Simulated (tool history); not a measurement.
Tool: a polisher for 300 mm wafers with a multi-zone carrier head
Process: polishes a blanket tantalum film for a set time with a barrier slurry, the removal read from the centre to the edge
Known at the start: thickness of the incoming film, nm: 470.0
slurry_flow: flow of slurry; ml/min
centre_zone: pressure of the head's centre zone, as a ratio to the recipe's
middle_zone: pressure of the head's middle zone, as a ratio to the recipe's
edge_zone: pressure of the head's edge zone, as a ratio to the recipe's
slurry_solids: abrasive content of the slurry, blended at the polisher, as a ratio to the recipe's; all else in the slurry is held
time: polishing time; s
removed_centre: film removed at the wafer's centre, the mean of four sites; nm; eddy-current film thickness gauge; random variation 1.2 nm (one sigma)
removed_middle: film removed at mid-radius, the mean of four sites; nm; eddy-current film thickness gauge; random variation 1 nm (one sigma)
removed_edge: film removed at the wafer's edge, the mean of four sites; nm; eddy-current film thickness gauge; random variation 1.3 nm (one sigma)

run	hour	slurry_flow	centre_zone	middle_zone	edge_zone	slurry_solids	time	removed_centre	removed_middle	removed_edge
1	0.0	260	1.00	1.00	1.00	1.00	43	79.370	81.812	83.799
2	8.1	270	1.03	1.06	1.02	1.15	44	89.965	94.488	91.641
3	15.4	280	1.05	1.10	1.05	1.20	44	90.515	97.671	94.088
4	20.2	280	1.00	1.10	1.05	1.20	44	87.560	98.597	94.212
5	24.5	280	1.00	1.10	1.05	1.00	44	83.556	90.279	86.953
6	32.1	280	1.00	1.10	1.05	1.00	40	75.039	82.663	80.481

The next listed run, before its measurement:
7	39.1	290	1.04	1.12	1.05	1.15	42	?	?	?

removed_centre: 86.590 nm
removed_middle: 93.500 nm
removed_edge: 88.767 nm

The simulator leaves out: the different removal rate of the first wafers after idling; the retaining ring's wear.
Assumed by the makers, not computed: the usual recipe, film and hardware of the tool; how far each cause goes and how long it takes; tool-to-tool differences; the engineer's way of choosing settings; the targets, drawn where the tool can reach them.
